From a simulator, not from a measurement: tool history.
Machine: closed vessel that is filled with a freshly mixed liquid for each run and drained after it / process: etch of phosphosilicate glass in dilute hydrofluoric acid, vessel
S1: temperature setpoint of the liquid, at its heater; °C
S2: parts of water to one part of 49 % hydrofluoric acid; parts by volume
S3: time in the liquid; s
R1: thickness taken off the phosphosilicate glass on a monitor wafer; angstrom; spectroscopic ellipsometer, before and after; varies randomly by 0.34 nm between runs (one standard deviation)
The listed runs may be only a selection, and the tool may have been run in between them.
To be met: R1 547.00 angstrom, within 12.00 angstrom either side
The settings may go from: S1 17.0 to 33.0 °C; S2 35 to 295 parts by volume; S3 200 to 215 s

| run | hour | S1 | S2 | S3 | R1 |
|---|---|---|---|---|---|
| 1 | 0.0 | 25.0 | 165 | 200 | 732.57 |
| 2 | 2.6 | 25.0 | 130 | 200 | 969.91 |
| 3 | 11.9 | 25.0 | 130 | 200 | 959.00 |
| 4 | 20.5 | 25.0 | 130 | 215 | 1036.10 |
| 5 | 25.4 | 25.0 | 155 | 215 | 840.13 |
| 6 | 27.1 | 25.0 | 155 | 200 | 788.51 |
| 7 | 31.1 | 23.0 | 160 | 200 | 693.73 |
| 8 | 39.8 | 21.5 | 160 | 200 | 662.09 |
| 9 | 47.7 | 20.5 | 160 | 200 | 636.18 |
| 10 | 49.4 | 17.0 | 165 | 200 | 533.94 |

Of the 4 settings listed for the next run, only one would bring every result within its allowed miss of target. Which one?
| A | 51.1 | 17.0 | 165 | 215 | ? |
| B | 51.1 | 17.0 | 155 | 200 | ? |
| C | 51.1 | 17.0 | 165 | 205 | ? |
| D | 51.1 | 17.0 | 170 | 200 | ? |

| move | R1 |
|---|---|
| A | 577.88 |
| B | 577.75 |
| C | 551.00 |
| D | 519.28 |
A: takes the result that was furthest off past its target
B: takes the result that was furthest off past its target
C: each result inside its tolerance
D: lands further from the targets than the last run did
Move C is the one to make.

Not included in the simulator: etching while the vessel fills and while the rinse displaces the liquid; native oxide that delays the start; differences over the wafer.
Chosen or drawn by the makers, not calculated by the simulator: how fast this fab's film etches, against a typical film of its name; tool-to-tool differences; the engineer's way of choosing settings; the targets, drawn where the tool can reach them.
